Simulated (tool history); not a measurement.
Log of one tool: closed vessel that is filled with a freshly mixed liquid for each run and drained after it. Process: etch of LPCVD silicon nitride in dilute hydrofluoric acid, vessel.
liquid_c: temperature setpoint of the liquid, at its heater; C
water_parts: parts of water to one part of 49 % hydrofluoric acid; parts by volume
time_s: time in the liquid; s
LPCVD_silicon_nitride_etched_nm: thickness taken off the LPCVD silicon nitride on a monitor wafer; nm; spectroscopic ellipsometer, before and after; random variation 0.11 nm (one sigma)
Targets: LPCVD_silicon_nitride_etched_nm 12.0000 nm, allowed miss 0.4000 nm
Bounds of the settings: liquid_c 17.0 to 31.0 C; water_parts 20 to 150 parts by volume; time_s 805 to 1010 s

run,hour,liquid_c,water_parts,time_s,LPCVD_silicon_nitride_etched_nm
1,0.0,23.0,85,1010,5.0293
2,7.2,25.0,75,1010,6.4897
3,12.7,25.0,90,1010,5.3859
4,15.2,28.5,90,1010,6.6732
5,24.1,29.0,80,1010,7.8247
6,25.9,29.0,65,1010,9.7590
7,33.6,29.5,65,1010,9.8721
8,41.5,30.0,65,1010,10.2970
9,46.5,30.5,65,1010,10.6690

Which of these 4 next moves meets every target?
A,51.5,28.0,40,830,?
B,51.5,25.5,55,990,?
C,51.5,30.5,65,985,?
D,51.5,29.0,55,850,?

move,LPCVD_silicon_nitride_etched_nm
A,12.0690
B,8.9247
C,10.4230
D,9.6421
A: meets every target
B: further off than the last run
C: further off than the last run
D: further off than the last run
Move A is the one to make.
